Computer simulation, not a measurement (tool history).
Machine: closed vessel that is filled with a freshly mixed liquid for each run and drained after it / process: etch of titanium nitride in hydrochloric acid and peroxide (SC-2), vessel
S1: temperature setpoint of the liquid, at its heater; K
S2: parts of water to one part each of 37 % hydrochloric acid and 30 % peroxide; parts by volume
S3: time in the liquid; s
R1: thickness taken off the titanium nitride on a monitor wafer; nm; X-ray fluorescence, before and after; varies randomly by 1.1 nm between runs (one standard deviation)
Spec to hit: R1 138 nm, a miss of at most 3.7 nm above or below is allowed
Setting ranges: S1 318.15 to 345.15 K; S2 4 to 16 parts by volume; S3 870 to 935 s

run 1 hour=0 | S1=334.15 S2=9 S3=870 | R1=74.118
run 2 hour=4.9 | S1=337.65 S2=9 S3=870 | R1=90.374
run 3 hour=10.6 | S1=332.15 S2=9 S3=870 | R1=64.114
run 4 hour=17 | S1=332.15 S2=9 S3=870 | R1=64.74
run 5 hour=23.2 | S1=336.15 S2=9 S3=870 | R1=82.228
run 6 hour=25.5 | S1=339.15 S2=9 S3=870 | R1=99.011
run 7 hour=28.6 | S1=339.15 S2=9 S3=870 | R1=99.571
run 8 hour=31.6 | S1=340.65 S2=9 S3=870 | R1=109.29
run 9 hour=39.5 | S1=341.65 S2=9 S3=870 | R1=116.64
run 10 hour=47.1 | S1=342.65 S2=9 S3=870 | R1=121.93
run 11 hour=53.4 | S1=343.15 S2=9 S3=870 | R1=124.97
run 12 hour=59.4 | S1=343.65 S2=9 S3=870 | R1=130.82

4 next moves are on the table. One of them brings every result within its allowed miss. Which?
run A hour=65.4 | S1=341.15 S2=7 S3=935 | R1=?
run B hour=65.4 | S1=345.15 S2=11.5 S3=910 | R1=?
run C hour=65.4 | S1=343.15 S2=8.5 S3=870 | R1=?
run D hour=65.4 | S1=343.15 S2=8 S3=870 | R1=?

move=A R1=148.36
move=B R1=121.95
move=C R1=133.27
move=D R1=139.94
A: carries the result that was furthest off beyond its target, to the other side
B: lands further from the targets than the last run did
C: closer than the last run, but not yet in spec
D: every result within its allowed miss
The right move is D.
